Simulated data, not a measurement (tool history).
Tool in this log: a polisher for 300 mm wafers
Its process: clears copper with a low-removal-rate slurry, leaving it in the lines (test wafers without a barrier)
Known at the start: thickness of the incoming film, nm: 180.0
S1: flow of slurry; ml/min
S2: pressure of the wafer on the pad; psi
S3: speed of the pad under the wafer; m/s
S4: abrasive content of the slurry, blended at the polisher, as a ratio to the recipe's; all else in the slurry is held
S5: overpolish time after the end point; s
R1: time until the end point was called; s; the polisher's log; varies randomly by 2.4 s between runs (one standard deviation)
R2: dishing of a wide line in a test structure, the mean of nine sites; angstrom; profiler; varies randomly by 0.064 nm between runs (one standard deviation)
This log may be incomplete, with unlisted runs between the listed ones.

Run 1, hour 0.0: S1 135 ml/min, S2 2.5 psi, S3 0.86 m/s, S4 1.00, S5 19 s. Result: R1 104.43 s, R2 272.920 angstrom.
Run 2, hour 7.8: S1 135 ml/min, S2 2.5 psi, S3 0.86 m/s, S4 1.00, S5 12 s. Result: R1 103.77 s, R2 186.000 angstrom.
Run 3, hour 13.1: S1 135 ml/min, S2 2.1 psi, S3 0.86 m/s, S4 1.00, S5 12 s. Result: R1 125.67 s, R2 154.980 angstrom.
Run 4, hour 19.5: S1 140 ml/min, S2 2.0 psi, S3 0.86 m/s, S4 1.00, S5 11 s. Result: R1 129.03 s, R2 136.600 angstrom.
Run 5, hour 24.5: S1 150 ml/min, S2 1.9 psi, S3 0.86 m/s, S4 1.00, S5 10 s. Result: R1 133.33 s, R2 117.730 angstrom.
Run 6, hour 28.1: S1 150 ml/min, S2 1.9 psi, S3 0.86 m/s, S4 1.00, S5 13 s. Result: R1 131.59 s, R2 155.350 angstrom.
Run 7, hour 33.5: S1 160 ml/min, S2 1.8 psi, S3 0.84 m/s, S4 1.00, S5 12 s. Result: R1 143.06 s, R2 133.930 angstrom.
Run 8, hour 35.0: S1 160 ml/min, S2 1.8 psi, S3 0.84 m/s, S4 1.00, S5 12 s. Result: R1 138.90 s, R2 136.000 angstrom.
Run 9, hour 38.6: S1 155 ml/min, S2 1.7 psi, S3 0.86 m/s, S4 0.95, S5 11 s. Result: R1 142.71 s, R2 120.240 angstrom.
Run 10, hour 45.7: S1 155 ml/min, S2 1.6 psi, S3 0.88 m/s, S4 0.90, S5 10 s. Result: R1 153.24 s, R2 104.090 angstrom.

Expected results for the next run?
Run 11, hour 53.3: S1 155 ml/min, S2 1.5 psi, S3 0.92 m/s, S4 0.85, S5 9 s. Result: R1 ?, R2 ?.

Run 11 measured R1 158.93 s, R2 91.206 angstrom.
